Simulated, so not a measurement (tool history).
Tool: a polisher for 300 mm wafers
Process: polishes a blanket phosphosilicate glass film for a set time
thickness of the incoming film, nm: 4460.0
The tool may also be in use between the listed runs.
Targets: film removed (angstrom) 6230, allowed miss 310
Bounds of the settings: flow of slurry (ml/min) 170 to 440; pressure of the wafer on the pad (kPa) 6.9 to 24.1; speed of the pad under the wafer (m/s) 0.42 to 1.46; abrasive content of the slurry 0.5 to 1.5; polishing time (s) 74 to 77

run  hour  flow of slurry (ml/min)  pressure of the wafer on the pad (kPa)  speed of the pad under the wafer (m/s)  abrasive content of the slurry  polishing time (s)  film removed (angstrom)
  1     0                      280                                    15.2                                    0.94                               1                  74                   4727.5
  2   7.6                      280                                    15.2                                    0.94                               1                  77                   4856.9
  3  15.9                      280                                    16.5                                    0.94                               1                  77                   5155.9
  4  22.2                      280                                    17.9                                    0.96                               1                  77                   5488.8
  5  28.6                      280                                    17.9                                    0.96                               1                  74                   5335.1
  6  33.5                      280                                    17.9                                    0.96                               1                  74                   5296.3
  7    38                      280                                    18.6                                    0.98                               1                  74                   5459.8
  8  43.8                      280                                    19.3                                       1                               1                  74                   5613.4

5 next moves are on the table. One of them brings every result within its allowed miss. Which?
  A  49.6                      235                                    18.6                                    1.04                               1                  74                        ?
  B  49.6                      335                                    24.1                                    0.94                             1.1                  77                        ?
  C  49.6                      220                                    18.6                                    1.22                               1                  74                        ?
  D  49.6                      255                                      20                                    0.94                               1                  74                        ?
  E  49.6                      275                                    19.3                                    0.98                            0.85                  77                        ?

move  film removed (angstrom)
   A                   5715.5
   B                   7050.9
   C                   6441.4
   D                   5577.6
   E                   5526.9
A: nearer than the last run, and not there yet
B: takes the result that was furthest off past its target
C: meets every target
D: further off than the last run
E: further off than the last run
The right move is C.
